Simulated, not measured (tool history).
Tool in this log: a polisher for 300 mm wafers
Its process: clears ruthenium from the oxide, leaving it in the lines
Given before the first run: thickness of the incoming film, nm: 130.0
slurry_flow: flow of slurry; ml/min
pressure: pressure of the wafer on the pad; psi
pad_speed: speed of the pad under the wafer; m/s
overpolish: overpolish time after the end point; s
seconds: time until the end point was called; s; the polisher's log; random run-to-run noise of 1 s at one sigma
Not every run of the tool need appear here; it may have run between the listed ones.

Run 1, hour 0.0: slurry_flow 185 ml/min, pressure 2.4 psi, pad_speed 1.04 m/s, overpolish 10 s. Result: seconds 114.220 s.
Run 2, hour 4.5: slurry_flow 185 ml/min, pressure 2.9 psi, pad_speed 1.04 m/s, overpolish 10 s. Result: seconds 98.276 s.
Run 3, hour 6.1: slurry_flow 185 ml/min, pressure 2.4 psi, pad_speed 1.04 m/s, overpolish 10 s. Result: seconds 110.920 s.
Run 4, hour 11.4: slurry_flow 185 ml/min, pressure 2.4 psi, pad_speed 1.04 m/s, overpolish 10 s. Result: seconds 111.120 s.
Run 5, hour 20.2: slurry_flow 185 ml/min, pressure 2.4 psi, pad_speed 1.12 m/s, overpolish 10 s. Result: seconds 104.470 s.
Run 6, hour 21.3: slurry_flow 185 ml/min, pressure 2.7 psi, pad_speed 1.14 m/s, overpolish 10 s. Result: seconds 96.294 s.
Run 7, hour 24.7: slurry_flow 185 ml/min, pressure 2.9 psi, pad_speed 1.16 m/s, overpolish 10 s. Result: seconds 88.047 s.
Run 8, hour 26.4: slurry_flow 185 ml/min, pressure 3.0 psi, pad_speed 1.16 m/s, overpolish 10 s. Result: seconds 86.698 s.
Run 9, hour 35.1: slurry_flow 185 ml/min, pressure 3.1 psi, pad_speed 1.16 m/s, overpolish 10 s. Result: seconds 85.081 s.

The next listed run, before its measurement:
Run 10, hour 37.6: slurry_flow 185 ml/min, pressure 3.2 psi, pad_speed 1.16 m/s, overpolish 10 s. Result: seconds ?.

seconds: 82.373 s
